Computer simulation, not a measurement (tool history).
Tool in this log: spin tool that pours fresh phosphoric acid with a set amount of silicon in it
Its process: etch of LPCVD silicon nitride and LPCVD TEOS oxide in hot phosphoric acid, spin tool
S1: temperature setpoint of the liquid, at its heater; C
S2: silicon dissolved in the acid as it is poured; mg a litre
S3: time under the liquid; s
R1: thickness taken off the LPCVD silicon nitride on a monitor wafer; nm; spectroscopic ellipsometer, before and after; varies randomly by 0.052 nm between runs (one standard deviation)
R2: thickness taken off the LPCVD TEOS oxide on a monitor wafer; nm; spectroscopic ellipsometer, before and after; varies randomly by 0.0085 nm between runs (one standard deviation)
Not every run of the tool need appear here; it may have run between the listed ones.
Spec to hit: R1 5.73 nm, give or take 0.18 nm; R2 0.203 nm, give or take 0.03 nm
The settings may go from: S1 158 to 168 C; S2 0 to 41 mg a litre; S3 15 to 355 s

{"run": 1, "day": 0.0, "S1": 163, "S2": 18, "S3": 180, "R1": 16.303, "R2": 0.60925}
{"run": 2, "day": 0.242, "S1": 162, "S2": 17, "S3": 130, "R1": 11.205, "R2": 0.47273}
{"run": 3, "day": 0.417, "S1": 161, "S2": 20, "S3": 105, "R1": 8.6272, "R2": 0.28966}
{"run": 4, "day": 0.742, "S1": 161, "S2": 20, "S3": 155, "R1": 13.166, "R2": 0.46201}
{"run": 5, "day": 0.812, "S1": 161, "S2": 20, "S3": 125, "R1": 10.309, "R2": 0.36622}
{"run": 6, "day": 0.912, "S1": 160.5, "S2": 20, "S3": 105, "R1": 8.7576, "R2": 0.284}
{"run": 7, "day": 1.012, "S1": 160.5, "S2": 19, "S3": 90, "R1": 7.4065, "R2": 0.25518}
{"run": 8, "day": 1.129, "S1": 160, "S2": 18, "S3": 85, "R1": 6.8176, "R2": 0.24365}
{"run": 9, "day": 1.167, "S1": 159.5, "S2": 17.5, "S3": 85, "R1": 6.739, "R2": 0.2235}
{"run": 10, "day": 1.388, "S1": 159, "S2": 16, "S3": 85, "R1": 6.671, "R2": 0.24792}
{"run": 11, "day": 1.738, "S1": 158.5, "S2": 18, "S3": 55, "R1": 4.2394, "R2": 0.1435}
{"run": 12, "day": 1.958, "S1": 159, "S2": 18, "S3": 55, "R1": 4.2554, "R2": 0.14312}
{"run": 13, "day": 2.225, "S1": 160, "S2": 18.5, "S3": 55, "R1": 4.4386, "R2": 0.15746}
{"run": 14, "day": 2.408, "S1": 160, "S2": 18.5, "S3": 60, "R1": 4.8267, "R2": 0.17252}
{"run": 15, "day": 2.675, "S1": 160, "S2": 18.5, "S3": 60, "R1": 4.8355, "R2": 0.16853}
{"run": 16, "day": 2.875, "S1": 162.5, "S2": 23, "S3": 75, "R1": 6.6044, "R2": 0.21825}

Which one of the following 4 next-run settings gets every result inside its allowed miss? There is exactly one.
{"run": "A", "day": 3.075, "S1": 161.5, "S2": 26, "S3": 100, "R1": "?", "R2": "?"}
{"run": "B", "day": 3.075, "S1": 162.5, "S2": 21.5, "S3": 65, "R1": "?", "R2": "?"}
{"run": "C", "day": 3.075, "S1": 164, "S2": 34, "S3": 80, "R1": "?", "R2": "?"}
{"run": "D", "day": 3.075, "S1": 162, "S2": 21, "S3": 75, "R1": "?", "R2": "?"}

move=A R1=8.5267 R2=0.23223
move=B R1=5.7299 R2=0.18765
move=C R1=7.411 R2=0.16153
move=D R1=6.5025 R2=0.21184
A: misses by more than the last run did
B: all results land within tolerance of their targets
C: misses by more than the last run did
D: nearer than the last run, and not there yet
B meets every target.
